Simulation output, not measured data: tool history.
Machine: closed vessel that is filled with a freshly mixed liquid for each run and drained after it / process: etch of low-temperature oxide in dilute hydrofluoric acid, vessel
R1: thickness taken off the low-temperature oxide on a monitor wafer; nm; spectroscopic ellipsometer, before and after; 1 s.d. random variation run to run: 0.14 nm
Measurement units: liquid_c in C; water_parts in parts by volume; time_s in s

{"run": 1, "hour": 0.0, "liquid_c": 22.0, "water_parts": 225, "time_s": 90, "R1": 10.429}
{"run": 2, "hour": 4.3, "liquid_c": 19.5, "water_parts": 225, "time_s": 90, "R1": 9.6185}
{"run": 3, "hour": 9.3, "liquid_c": 17.5, "water_parts": 225, "time_s": 90, "R1": 8.8718}
{"run": 4, "hour": 15.8, "liquid_c": 19.5, "water_parts": 220, "time_s": 90, "R1": 9.839}
{"run": 5, "hour": 19.1, "liquid_c": 19.5, "water_parts": 220, "time_s": 90, "R1": 9.9011}
{"run": 6, "hour": 20.9, "liquid_c": 21.0, "water_parts": 220, "time_s": 90, "R1": 10.551}
{"run": 7, "hour": 30.1, "liquid_c": 22.0, "water_parts": 220, "time_s": 90, "R1": 11.091}
{"run": 8, "hour": 34.6, "liquid_c": 23.0, "water_parts": 220, "time_s": 90, "R1": 11.21}

Run 9 has not been measured yet. What should we expect?
{"run": 9, "hour": 40.0, "liquid_c": 24.0, "water_parts": 220, "time_s": 90, "R1": "?"}

R1: 11.5510 nm

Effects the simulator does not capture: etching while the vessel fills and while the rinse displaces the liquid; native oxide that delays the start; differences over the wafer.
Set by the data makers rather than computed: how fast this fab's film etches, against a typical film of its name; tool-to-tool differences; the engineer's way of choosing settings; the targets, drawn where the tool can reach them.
